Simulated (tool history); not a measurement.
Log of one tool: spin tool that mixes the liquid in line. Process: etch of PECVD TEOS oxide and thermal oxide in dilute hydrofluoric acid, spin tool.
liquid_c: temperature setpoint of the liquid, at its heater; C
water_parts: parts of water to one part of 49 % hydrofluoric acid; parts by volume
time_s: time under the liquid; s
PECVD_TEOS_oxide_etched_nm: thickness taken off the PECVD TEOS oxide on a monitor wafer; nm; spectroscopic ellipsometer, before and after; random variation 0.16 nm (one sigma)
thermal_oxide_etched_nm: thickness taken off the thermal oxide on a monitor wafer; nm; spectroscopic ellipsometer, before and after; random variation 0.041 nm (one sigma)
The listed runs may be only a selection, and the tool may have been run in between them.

run	hour	liquid_c	water_parts	time_s	PECVD_TEOS_oxide_etched_nm	thermal_oxide_etched_nm
1	0	23	45	55	23.633	6.438
2	5.8	21.5	45	55	22.398	6.1714
3	7.1	21.5	45	80	32.469	8.917
4	10.1	20.5	50	80	28.023	7.6413
5	17	20.5	40	80	35.572	9.7127
6	19.6	18.5	40	80	32.358	8.9029
7	20.5	18	45	80	28.043	7.6661
8	26.4	18	50	80	24.85	6.9067
9	29.6	18	55	80	22.775	6.2278
10	36.2	18	55	80	22.756	6.222
11	37.9	18	60	80	20.622	5.6906
12	42.5	17.5	65	80	18.974	5.0873

Forecast run 13:
13	46.1	17.5	65	80	?	?

{"run 13": {"PECVD_TEOS_oxide_etched_nm": 18.284, "thermal_oxide_etched_nm": 5.1103}}
